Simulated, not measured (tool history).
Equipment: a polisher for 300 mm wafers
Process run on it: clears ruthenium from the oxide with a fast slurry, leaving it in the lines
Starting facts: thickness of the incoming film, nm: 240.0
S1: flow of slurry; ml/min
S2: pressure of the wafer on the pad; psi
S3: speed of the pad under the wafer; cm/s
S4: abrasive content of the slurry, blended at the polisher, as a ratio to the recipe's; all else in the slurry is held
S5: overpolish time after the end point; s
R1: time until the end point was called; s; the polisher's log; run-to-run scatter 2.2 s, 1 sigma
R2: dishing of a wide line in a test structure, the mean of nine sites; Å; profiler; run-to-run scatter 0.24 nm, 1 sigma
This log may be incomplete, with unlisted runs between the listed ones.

run	hour	S1	S2	S3	S4	S5	R1	R2
1	0	170	2.6	82	1	21	72.018	297.24
2	1.1	170	2.6	82	1	25	74.135	326.54
3	7.2	170	2.4	80	1	21	78.087	287.44
4	13	170	2.2	76	1	18	86.596	242.35
5	21.3	170	1.8	76	1	18	94.621	242.63
6	27.2	170	1.8	72	1	16	100.3	212.66
7	27.9	170	1.7	70	1	15	103.51	196.4

For run 8, what comes out?
8	32.4	170	1.6	68	1	14	?	?

Logged for run 8: R1 114.57 s, R2 183.42 Å.
